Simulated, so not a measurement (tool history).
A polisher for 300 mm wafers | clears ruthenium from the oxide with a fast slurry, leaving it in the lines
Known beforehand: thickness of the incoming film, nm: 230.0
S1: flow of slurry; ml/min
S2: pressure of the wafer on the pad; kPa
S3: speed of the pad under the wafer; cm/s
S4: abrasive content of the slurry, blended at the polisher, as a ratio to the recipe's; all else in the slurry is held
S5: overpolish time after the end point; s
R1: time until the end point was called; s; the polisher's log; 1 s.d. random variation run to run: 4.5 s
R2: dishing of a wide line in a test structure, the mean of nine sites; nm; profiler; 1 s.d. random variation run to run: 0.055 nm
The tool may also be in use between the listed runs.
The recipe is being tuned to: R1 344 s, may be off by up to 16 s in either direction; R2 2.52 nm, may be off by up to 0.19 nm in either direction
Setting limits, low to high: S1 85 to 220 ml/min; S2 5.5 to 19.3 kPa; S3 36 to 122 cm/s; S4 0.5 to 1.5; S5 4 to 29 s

run    day   S1    S2  S3    S4  S5      R1      R2
  1      0  140  12.4  78     1  15  108.12   24.32
  2  0.058  135  11.7  74  0.95  14  125.11  20.932
  3  0.325  140    11  70   0.9  13  147.45  16.873
  4  0.354  150  10.3  66  0.85  12  172.76  14.721
  5  0.442  150     9  66  0.85  12   191.9  12.196
  6  0.471  145   8.3  62  0.85  11   227.3  10.145
  7  0.671  185   6.2  40   0.6   4  564.16  1.4794
  8  0.833  185   6.9  40   0.6   4  527.98  1.6489
  9  0.888  190   7.6  40   0.6   4  481.21  1.7945
 10   1.05  190   8.3  40   0.6   4  435.21  2.0183
 11    1.2  190   8.3  40   0.6   4  437.92  1.9075
 12  1.367  185   9.7  40   0.6   4  382.52  2.2729

Exactly one of the 4 candidate moves below puts every result within its allowed miss. Which one?
  A  1.533  220   8.3  50   0.7   4   ?   ?
  B  1.533  190  11.7  40  0.55   4   ?   ?
  C  1.533  160   6.2  68   0.7   4   ?   ?
  D  1.533  185     9  52  0.55   5   ?   ?

move      R1      R2
   A  299.05  2.9592
   B  340.86  2.6019
   C   305.4  2.8987
   D  345.33  3.1986
A: takes the biggest miss from the last run beyond its target
B: every result within its allowed miss
C: takes the biggest miss from the last run beyond its target
D: meets the target for the result that was furthest off, but another lies outside its allowed miss
B meets every target.
